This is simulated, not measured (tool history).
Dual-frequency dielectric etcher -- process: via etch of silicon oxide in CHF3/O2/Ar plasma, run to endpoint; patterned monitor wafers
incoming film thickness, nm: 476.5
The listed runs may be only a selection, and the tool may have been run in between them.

run,hour,source power (W),bias power (W),endpoint time (s)
1,0.0,860,125,244.24
2,1.0,940,127,231.46
3,3.9,980,128,223.77
4,11.3,1000,128,222.09
5,14.6,1000,118,228.74
6,15.9,1040,119,224.38

For run 7, what comes out?
7,17.6,1070,120,?

Run 7 gave endpoint time (s) 220.02.
